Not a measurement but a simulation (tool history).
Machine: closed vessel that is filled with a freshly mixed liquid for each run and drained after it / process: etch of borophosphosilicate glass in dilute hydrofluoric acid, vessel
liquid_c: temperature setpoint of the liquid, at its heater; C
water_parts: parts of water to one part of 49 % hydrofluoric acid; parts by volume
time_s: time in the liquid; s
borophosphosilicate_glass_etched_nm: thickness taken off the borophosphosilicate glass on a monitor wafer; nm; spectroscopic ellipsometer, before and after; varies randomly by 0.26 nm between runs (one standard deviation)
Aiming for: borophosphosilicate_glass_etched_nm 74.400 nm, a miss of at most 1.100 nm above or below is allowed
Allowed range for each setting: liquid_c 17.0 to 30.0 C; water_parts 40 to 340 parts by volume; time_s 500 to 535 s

| run | hour | liquid_c | water_parts | time_s | borophosphosilicate_glass_etched_nm |
|---|---|---|---|---|---|
| 1 | 0.0 | 22.0 | 190 | 500 | 64.012 |
| 2 | 2.9 | 23.0 | 190 | 500 | 66.234 |
| 3 | 11.0 | 23.0 | 145 | 500 | 91.959 |
| 4 | 14.6 | 23.0 | 145 | 535 | 98.024 |
| 5 | 20.6 | 23.0 | 145 | 500 | 92.481 |
| 6 | 29.2 | 25.0 | 145 | 500 | 98.128 |
| 7 | 32.6 | 23.5 | 145 | 500 | 93.610 |
| 8 | 33.4 | 22.0 | 145 | 500 | 88.404 |
| 9 | 36.4 | 21.0 | 145 | 500 | 84.947 |
| 10 | 42.1 | 20.0 | 145 | 500 | 81.764 |
| 11 | 46.6 | 19.5 | 145 | 500 | 80.167 |
| 12 | 52.2 | 17.0 | 145 | 500 | 72.142 |

Of the 4 settings listed for the next run, only one would bring every result within its allowed miss of target. Which one?
| A | 57.8 | 18.0 | 155 | 535 | ? |
| B | 57.8 | 19.0 | 170 | 535 | ? |
| C | 57.8 | 17.0 | 155 | 530 | ? |
| D | 57.8 | 18.5 | 160 | 520 | ? |

| move | borophosphosilicate_glass_etched_nm |
|---|---|
| A | 74.453 |
| B | 69.620 |
| C | 70.818 |
| D | 71.179 |
A: meets every target
B: further off than the last run
C: further off than the last run
D: further off than the last run
Go with A: it meets all targets.
